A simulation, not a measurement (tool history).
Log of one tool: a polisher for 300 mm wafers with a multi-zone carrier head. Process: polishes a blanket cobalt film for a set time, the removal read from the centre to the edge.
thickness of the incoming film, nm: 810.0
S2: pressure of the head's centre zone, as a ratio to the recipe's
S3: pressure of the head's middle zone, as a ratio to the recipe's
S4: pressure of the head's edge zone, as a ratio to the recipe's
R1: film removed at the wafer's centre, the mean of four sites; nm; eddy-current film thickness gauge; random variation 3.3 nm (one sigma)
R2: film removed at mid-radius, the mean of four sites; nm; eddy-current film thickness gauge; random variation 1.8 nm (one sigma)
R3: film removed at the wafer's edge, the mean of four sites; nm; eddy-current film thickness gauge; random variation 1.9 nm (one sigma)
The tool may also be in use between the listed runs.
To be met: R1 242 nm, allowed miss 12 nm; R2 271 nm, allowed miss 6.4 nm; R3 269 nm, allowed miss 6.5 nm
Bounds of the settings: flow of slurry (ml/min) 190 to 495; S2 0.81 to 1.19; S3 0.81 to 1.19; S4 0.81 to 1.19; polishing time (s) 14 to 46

{"run": 1, "hour": 0.0, "flow of slurry (ml/min)": 320, "S2": 1, "S3": 1, "S4": 1, "polishing time (s)": 30, "R1": 189.78, "R2": 203.41, "R3": 200.54}
{"run": 2, "hour": 2.7, "flow of slurry (ml/min)": 255, "S2": 1, "S3": 1, "S4": 1, "polishing time (s)": 30, "R1": 179.95, "R2": 195.03, "R3": 194.13}
{"run": 3, "hour": 6.4, "flow of slurry (ml/min)": 255, "S2": 1.04, "S3": 1, "S4": 1, "polishing time (s)": 30, "R1": 193.7, "R2": 195.89, "R3": 194.88}
{"run": 4, "hour": 14.8, "flow of slurry (ml/min)": 275, "S2": 1.04, "S3": 1.01, "S4": 1.03, "polishing time (s)": 31, "R1": 204.07, "R2": 206.91, "R3": 208.03}
{"run": 5, "hour": 17.7, "flow of slurry (ml/min)": 295, "S2": 1.04, "S3": 1.03, "S4": 1.05, "polishing time (s)": 31, "R1": 199.6, "R2": 209.8, "R3": 209.55}
{"run": 6, "hour": 22.0, "flow of slurry (ml/min)": 295, "S2": 1.04, "S3": 1.03, "S4": 1.13, "polishing time (s)": 31, "R1": 200.89, "R2": 210.97, "R3": 219.24}
{"run": 7, "hour": 22.9, "flow of slurry (ml/min)": 310, "S2": 1.04, "S3": 1.04, "S4": 1.14, "polishing time (s)": 32, "R1": 204.94, "R2": 220.47, "R3": 224.36}
{"run": 8, "hour": 25.2, "flow of slurry (ml/min)": 300, "S2": 1.04, "S3": 1.07, "S4": 1.17, "polishing time (s)": 39, "R1": 259.79, "R2": 272.88, "R3": 276.23}
{"run": 9, "hour": 28.0, "flow of slurry (ml/min)": 295, "S2": 1.03, "S3": 1.07, "S4": 1.17, "polishing time (s)": 39, "R1": 249.26, "R2": 277.04, "R3": 276.49}
{"run": 10, "hour": 28.9, "flow of slurry (ml/min)": 290, "S2": 1.03, "S3": 1.07, "S4": 1.17, "polishing time (s)": 39, "R1": 254.78, "R2": 274.19, "R3": 278.14}

Which of these 4 next moves meets every target?
{"run": "A", "hour": 29.8, "flow of slurry (ml/min)": 315, "S2": 0.82, "S3": 1.08, "S4": 1.19, "polishing time (s)": 40, "R1": "?", "R2": "?", "R3": "?"}
{"run": "B", "hour": 29.8, "flow of slurry (ml/min)": 370, "S2": 1, "S3": 1.05, "S4": 1.11, "polishing time (s)": 38, "R1": "?", "R2": "?", "R3": "?"}
{"run": "C", "hour": 29.8, "flow of slurry (ml/min)": 405, "S2": 1.03, "S3": 1.14, "S4": 1.17, "polishing time (s)": 37, "R1": "?", "R2": "?", "R3": "?"}
{"run": "D", "hour": 29.8, "flow of slurry (ml/min)": 250, "S2": 0.93, "S3": 1.11, "S4": 1.19, "polishing time (s)": 38, "R1": "?", "R2": "?", "R3": "?"}

move=A R1=221.96 R2=284.29 R3=288.63
move=B R1=251.78 R2=267.48 R3=268.89
move=C R1=253.4 R2=281.41 R3=269.26
move=D R1=226.53 R2=268.95 R3=268.51
A: further off than the last run
B: meets every target
C: brings the result that was furthest off to its target, and leaves another outside
D: brings the result that was furthest off to its target, and leaves another outside
Move B is the one to make.

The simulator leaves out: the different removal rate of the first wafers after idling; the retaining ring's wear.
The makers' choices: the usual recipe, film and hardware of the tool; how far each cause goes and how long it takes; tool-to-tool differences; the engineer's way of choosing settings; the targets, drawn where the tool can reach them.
